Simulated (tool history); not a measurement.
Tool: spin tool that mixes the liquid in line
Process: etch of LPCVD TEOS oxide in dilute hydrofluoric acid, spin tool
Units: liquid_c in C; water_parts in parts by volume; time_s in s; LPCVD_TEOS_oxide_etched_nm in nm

{"run": 1, "hour": 0.0, "liquid_c": 22.0, "water_parts": 230, "time_s": 205, "LPCVD_TEOS_oxide_etched_nm": 14.879}
{"run": 2, "hour": 3.8, "liquid_c": 20.5, "water_parts": 245, "time_s": 205, "LPCVD_TEOS_oxide_etched_nm": 13.181}
{"run": 3, "hour": 5.1, "liquid_c": 22.5, "water_parts": 245, "time_s": 205, "LPCVD_TEOS_oxide_etched_nm": 14.277}
{"run": 4, "hour": 13.6, "liquid_c": 22.5, "water_parts": 245, "time_s": 205, "LPCVD_TEOS_oxide_etched_nm": 14.158}
{"run": 5, "hour": 17.4, "liquid_c": 21.0, "water_parts": 255, "time_s": 205, "LPCVD_TEOS_oxide_etched_nm": 12.714}
{"run": 6, "hour": 20.1, "liquid_c": 21.0, "water_parts": 255, "time_s": 205, "LPCVD_TEOS_oxide_etched_nm": 12.663}
{"run": 7, "hour": 22.0, "liquid_c": 20.0, "water_parts": 260, "time_s": 205, "LPCVD_TEOS_oxide_etched_nm": 11.951}

Forecast run 8:
{"run": 8, "hour": 23.8, "liquid_c": 19.0, "water_parts": 265, "time_s": 205, "LPCVD_TEOS_oxide_etched_nm": "?"}

LPCVD_TEOS_oxide_etched_nm: 11.165 nm
